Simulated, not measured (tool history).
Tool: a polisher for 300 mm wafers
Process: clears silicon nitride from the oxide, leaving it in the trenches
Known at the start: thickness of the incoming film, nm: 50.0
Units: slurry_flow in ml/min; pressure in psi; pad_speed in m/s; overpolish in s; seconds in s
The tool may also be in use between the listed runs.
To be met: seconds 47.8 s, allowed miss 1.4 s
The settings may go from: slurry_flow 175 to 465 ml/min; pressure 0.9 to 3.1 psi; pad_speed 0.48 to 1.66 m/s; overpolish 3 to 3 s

run 1 hour=0 | slurry_flow=295 pressure=2 pad_speed=1.06 overpolish=3 | seconds=69.838
run 2 hour=1.2 | slurry_flow=295 pressure=2 pad_speed=1.06 overpolish=3 | seconds=69.373
run 3 hour=2.5 | slurry_flow=240 pressure=2 pad_speed=1.06 overpolish=3 | seconds=70.314
run 4 hour=9.6 | slurry_flow=285 pressure=2 pad_speed=1.06 overpolish=3 | seconds=70.068
run 5 hour=11.1 | slurry_flow=285 pressure=2 pad_speed=1.28 overpolish=3 | seconds=59.804
run 6 hour=13.7 | slurry_flow=285 pressure=1.7 pad_speed=1.28 overpolish=3 | seconds=68.992
run 7 hour=19.9 | slurry_flow=285 pressure=1.8 pad_speed=1.28 overpolish=3 | seconds=65.198
run 8 hour=24 | slurry_flow=285 pressure=1.9 pad_speed=1.28 overpolish=3 | seconds=62.603
run 9 hour=32.7 | slurry_flow=285 pressure=2 pad_speed=1.28 overpolish=3 | seconds=59.259
run 10 hour=33.9 | slurry_flow=285 pressure=2.1 pad_speed=1.28 overpolish=3 | seconds=57.244
run 11 hour=36.9 | slurry_flow=285 pressure=2.2 pad_speed=1.28 overpolish=3 | seconds=54.175
run 12 hour=38.4 | slurry_flow=285 pressure=2.4 pad_speed=1.28 overpolish=3 | seconds=49.387

Which of these 5 next moves meets every target?
run A hour=39.9 | slurry_flow=295 pressure=2.1 pad_speed=1.52 overpolish=3 | seconds=?
run B hour=39.9 | slurry_flow=255 pressure=2.5 pad_speed=1.4 overpolish=3 | seconds=?
run C hour=39.9 | slurry_flow=330 pressure=2.9 pad_speed=1.16 overpolish=3 | seconds=?
run D hour=39.9 | slurry_flow=290 pressure=2.4 pad_speed=1.4 overpolish=3 | seconds=?
run E hour=39.9 | slurry_flow=320 pressure=2.8 pad_speed=1.24 overpolish=3 | seconds=?

move=A seconds=48.023
move=B seconds=44.21
move=C seconds=44.42
move=D seconds=45.536
move=E seconds=43.409
A: meets every target
B: takes the result that was furthest off past its target
C: takes the result that was furthest off past its target
D: takes the result that was furthest off past its target
E: takes the result that was furthest off past its target
Move A is the one to make.
